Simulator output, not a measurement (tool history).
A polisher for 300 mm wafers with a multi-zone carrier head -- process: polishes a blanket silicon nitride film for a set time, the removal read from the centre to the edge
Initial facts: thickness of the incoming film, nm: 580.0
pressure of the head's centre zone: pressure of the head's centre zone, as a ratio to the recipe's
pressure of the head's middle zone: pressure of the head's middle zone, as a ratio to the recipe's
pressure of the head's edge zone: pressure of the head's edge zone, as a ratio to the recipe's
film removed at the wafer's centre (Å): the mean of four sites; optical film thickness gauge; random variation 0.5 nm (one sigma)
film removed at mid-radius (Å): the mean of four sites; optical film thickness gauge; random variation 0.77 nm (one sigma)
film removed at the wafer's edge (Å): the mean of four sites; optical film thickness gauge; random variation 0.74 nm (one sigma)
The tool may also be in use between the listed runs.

run  hour  flow of slurry (ml/min)  pressure of the head's centre zone  pressure of the head's middle zone  pressure of the head's edge zone  polishing time (s)  film removed at the wafer's centre (Å)  film removed at mid-radius (Å)  film removed at the wafer's edge (Å)
  1     0                      240                                   1                                   1                                 1                  42                                  582.41                          566.52                                590.13
  2   4.7                      240                                0.97                                   1                                 1                  42                                  574.39                          582.55                                575.91
  3   8.6                      255                                1.01                                1.02                              0.98                  43                                  605.07                          604.83                                598.02
  4  17.1                      255                                1.01                                1.02                              0.98                  39                                  552.42                           534.5                                532.49
  5  20.2                      255                                1.08                                1.02                              0.98                  39                                  580.41                          542.67                                537.59
  6  23.7                      255                                1.08                                0.96                              0.98                  39                                  582.44                          525.02                                528.65
  7  26.9                      265                                 1.1                                0.98                              0.99                  40                                  614.79                          537.64                                 548.2
  8  28.2                      270                                1.11                                1.01                                 1                  41                                  635.08                          572.59                                572.02

Run 9 has not been measured yet. What should we expect?
  9  36.3                      280                                1.12                                1.02                              1.02                  42                                       ?                               ?                                     ?

{"run 9": {"film removed at the wafer's centre (Å)": 654.58, "film removed at mid-radius (Å)": 585.97, "film removed at the wafer's edge (Å)": 586.42}}

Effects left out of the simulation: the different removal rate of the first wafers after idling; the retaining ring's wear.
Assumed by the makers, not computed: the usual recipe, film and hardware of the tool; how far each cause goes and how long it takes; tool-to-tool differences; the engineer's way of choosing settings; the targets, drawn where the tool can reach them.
